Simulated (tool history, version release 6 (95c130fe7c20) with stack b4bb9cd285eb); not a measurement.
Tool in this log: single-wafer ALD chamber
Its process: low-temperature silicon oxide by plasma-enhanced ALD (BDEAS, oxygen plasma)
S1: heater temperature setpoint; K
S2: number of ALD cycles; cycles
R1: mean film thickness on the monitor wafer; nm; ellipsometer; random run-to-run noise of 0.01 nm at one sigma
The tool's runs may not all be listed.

run 1 hour=0 | S1=368.15 S2=24 | R1=3.4641
run 2 hour=8.7 | S1=368.15 S2=27 | R1=3.9044
run 3 hour=12.8 | S1=375.15 S2=27 | R1=3.8299
run 4 hour=13.6 | S1=381.15 S2=27 | R1=3.7669
run 5 hour=21.1 | S1=385.15 S2=27 | R1=3.725
run 6 hour=27.8 | S1=392.15 S2=27 | R1=3.6839
run 7 hour=29 | S1=392.15 S2=26 | R1=3.5729
run 8 hour=31.4 | S1=392.15 S2=25 | R1=3.4395

Run 9 has not been measured yet. What should we expect?
run 9 hour=39.2 | S1=392.15 S2=23 | R1=?

{"run 9": {"R1": 3.1572}}

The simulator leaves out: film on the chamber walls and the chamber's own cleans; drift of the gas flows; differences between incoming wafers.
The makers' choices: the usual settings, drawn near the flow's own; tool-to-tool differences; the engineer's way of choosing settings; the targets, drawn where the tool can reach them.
